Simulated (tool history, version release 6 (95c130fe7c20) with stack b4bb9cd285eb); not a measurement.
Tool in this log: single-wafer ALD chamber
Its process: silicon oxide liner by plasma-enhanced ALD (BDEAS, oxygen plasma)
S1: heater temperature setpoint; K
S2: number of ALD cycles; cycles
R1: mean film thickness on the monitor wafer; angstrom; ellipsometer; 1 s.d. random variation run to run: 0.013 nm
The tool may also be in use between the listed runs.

run,day,S1,S2,R1
1,0,588.15,61,58.06
2,0.054,588.15,68,64.806
3,0.125,589.15,63,60.037
4,0.333,595.15,63,59.2
# day 0.371: thermocouple changed; heater temperature recalibrated
5,0.371,595.15,69,64.051
6,0.6,585.15,69,64.93
7,0.904,585.15,69,65.334
8,1.271,586.15,63,59.4
9,1.379,586.15,59,55.46
10,1.696,586.15,56,52.814
11,1.733,586.15,54,50.816
12,1.888,586.15,52,48.722

Predict the results of run 13:
13,1.925,586.15,51,?

R1: 47.988 angstrom
